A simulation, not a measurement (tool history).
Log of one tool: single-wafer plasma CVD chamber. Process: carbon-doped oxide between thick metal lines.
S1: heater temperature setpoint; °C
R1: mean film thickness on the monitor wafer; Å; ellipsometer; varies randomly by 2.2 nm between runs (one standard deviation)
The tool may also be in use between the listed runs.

run 1 hour=0.0 | S1=370 chamber_pressure_(mTorr)=4270 RF_power_(W)=570 deposition_time_(s)=97 | R1=5133.7
run 2 hour=1.6 | S1=370 chamber_pressure_(mTorr)=4130 RF_power_(W)=535 deposition_time_(s)=96 | R1=4792.8
run 3 hour=9.7 | S1=370 chamber_pressure_(mTorr)=3910 RF_power_(W)=520 deposition_time_(s)=96 | R1=4597.8
run 4 hour=14.3 | S1=370 chamber_pressure_(mTorr)=3690 RF_power_(W)=515 deposition_time_(s)=96 | R1=4494.9
run 5 hour=15.3 | S1=363 chamber_pressure_(mTorr)=3690 RF_power_(W)=515 deposition_time_(s)=96 | R1=4603.3
run 6 hour=19.7 | S1=363 chamber_pressure_(mTorr)=3400 RF_power_(W)=515 deposition_time_(s)=96 | R1=4578.2
run 7 hour=28.2 | S1=365 chamber_pressure_(mTorr)=3230 RF_power_(W)=510 deposition_time_(s)=96 | R1=4420.4
run 8 hour=30.8 | S1=367 chamber_pressure_(mTorr)=3110 RF_power_(W)=510 deposition_time_(s)=96 | R1=4413.6
run 9 hour=37.3 | S1=368 chamber_pressure_(mTorr)=3000 RF_power_(W)=505 deposition_time_(s)=96 | R1=4374.2

What does the tool deliver on the next run?
run 10 hour=46.1 | S1=368 chamber_pressure_(mTorr)=2930 RF_power_(W)=500 deposition_time_(s)=96 | R1=?

{"run 10": {"R1": 4330.4}}
